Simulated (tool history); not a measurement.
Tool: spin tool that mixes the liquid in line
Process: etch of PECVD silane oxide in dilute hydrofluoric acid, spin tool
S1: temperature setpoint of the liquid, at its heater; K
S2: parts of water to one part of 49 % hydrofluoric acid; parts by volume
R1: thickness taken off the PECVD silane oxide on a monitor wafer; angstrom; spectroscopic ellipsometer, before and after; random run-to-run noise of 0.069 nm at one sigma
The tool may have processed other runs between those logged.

{"run": 1, "day": 0.0, "S1": 298.15, "S2": 75, "time under the liquid (s)": 15, "R1": 103.37}
{"run": 2, "day": 0.108, "S1": 297.65, "S2": 75, "time under the liquid (s)": 15, "R1": 101.65}
{"run": 3, "day": 0.446, "S1": 297.65, "S2": 60, "time under the liquid (s)": 15, "R1": 130.08}
{"run": 4, "day": 0.779, "S1": 297.65, "S2": 60, "time under the liquid (s)": 15, "R1": 129.72}
{"run": 5, "day": 1.083, "S1": 296.15, "S2": 60, "time under the liquid (s)": 15, "R1": 122.21}
{"run": 6, "day": 1.412, "S1": 296.15, "S2": 35, "time under the liquid (s)": 15, "R1": 213.92}
{"run": 7, "day": 1.633, "S1": 294.65, "S2": 40, "time under the liquid (s)": 15, "R1": 177.91}
{"run": 8, "day": 1.896, "S1": 290.65, "S2": 70, "time under the liquid (s)": 15, "R1": 81.955}
{"run": 9, "day": 1.921, "S1": 291.15, "S2": 70, "time under the liquid (s)": 15, "R1": 83.581}

The next listed run, before its measurement:
{"run": 10, "day": 2.246, "S1": 291.65, "S2": 70, "time under the liquid (s)": 15, "R1": "?"}

R1: 86.622 angstrom
